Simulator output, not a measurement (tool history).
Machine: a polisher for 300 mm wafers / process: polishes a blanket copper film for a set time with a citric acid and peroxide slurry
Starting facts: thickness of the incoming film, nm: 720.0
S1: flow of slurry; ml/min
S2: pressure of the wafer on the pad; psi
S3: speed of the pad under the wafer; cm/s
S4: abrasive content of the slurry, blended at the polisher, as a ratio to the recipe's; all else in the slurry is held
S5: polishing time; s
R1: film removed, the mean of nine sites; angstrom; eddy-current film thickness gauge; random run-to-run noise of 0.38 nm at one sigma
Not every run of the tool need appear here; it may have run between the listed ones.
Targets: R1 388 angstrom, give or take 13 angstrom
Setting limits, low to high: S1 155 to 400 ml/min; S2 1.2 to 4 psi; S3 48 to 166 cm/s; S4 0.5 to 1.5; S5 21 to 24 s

| run | hour | S1 | S2 | S3 | S4 | S5 | R1 |
|---|---|---|---|---|---|---|---|
| 1 | 0 | 255 | 2.6 | 106 | 1 | 24 | 544.22 |
| 2 | 8.9 | 255 | 2.4 | 106 | 1 | 24 | 510.64 |
| 3 | 16.3 | 255 | 2.2 | 106 | 1 | 24 | 469.78 |
| 4 | 18.9 | 255 | 2.2 | 106 | 1.2 | 24 | 486.19 |
| 5 | 22.5 | 285 | 2.2 | 106 | 1.2 | 24 | 501.63 |
| 6 | 29.6 | 270 | 2 | 106 | 1.2 | 24 | 455.77 |
| 7 | 31.8 | 260 | 1.9 | 106 | 1.2 | 24 | 429.06 |
| 8 | 38.1 | 245 | 1.9 | 106 | 1.2 | 24 | 429.23 |

Pick the move, out of 4, that brings all results within their allowed miss; only one does.
| A | 44.4 | 235 | 2.4 | 106 | 1.2 | 22 | ? |
| B | 44.4 | 240 | 1.7 | 144 | 1.45 | 23 | ? |
| C | 44.4 | 245 | 1.8 | 120 | 1.15 | 21 | ? |
| D | 44.4 | 230 | 2.1 | 100 | 1.15 | 23 | ? |

| move | R1 |
|---|---|
| A | 482.52 |
| B | 493.77 |
| C | 385.23 |
| D | 416.85 |
A: misses by more than the last run did
B: misses by more than the last run did
C: hits every target within its allowed miss
D: moves toward the targets from the last run without getting all of them in spec
Answer: C
